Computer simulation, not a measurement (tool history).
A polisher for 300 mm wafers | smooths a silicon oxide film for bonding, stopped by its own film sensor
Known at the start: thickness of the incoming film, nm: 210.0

run  hour  flow of slurry (ml/min)  pressure of the wafer on the pad (psi)  speed of the pad under the wafer (m/s)  abrasive content of the slurry  target thickness at which the film sensor stops the polish (angstrom)  time until the film sensor stopped the polish (s)
  1     0                      240                                       2                                    1.08                               1                                                                   1740                                             54.524
  2   8.6                      295                                       2                                    1.08                               1                                                                   1740                                             51.951
  3  15.6                      295                                       2                                    1.08                             0.8                                                                   1740                                             57.596
  4    24                      295                                     2.4                                    1.08                             0.8                                                                   1740                                             48.408
  5  31.5                      295                                     2.4                                    1.28                             0.8                                                                   1740                                             42.936
  6  36.8                      295                                     2.4                                    1.28                             0.8                                                                   1720                                             45.666
  7  43.6                      295                                       2                                    1.18                             0.8                                                                   1720                                             58.802

Forecast run 8:
  8  49.3                      295                                     1.7                                    1.12                             0.8                                                                   1720                                                  ?

time until the film sensor stopped the polish (s): 70.083
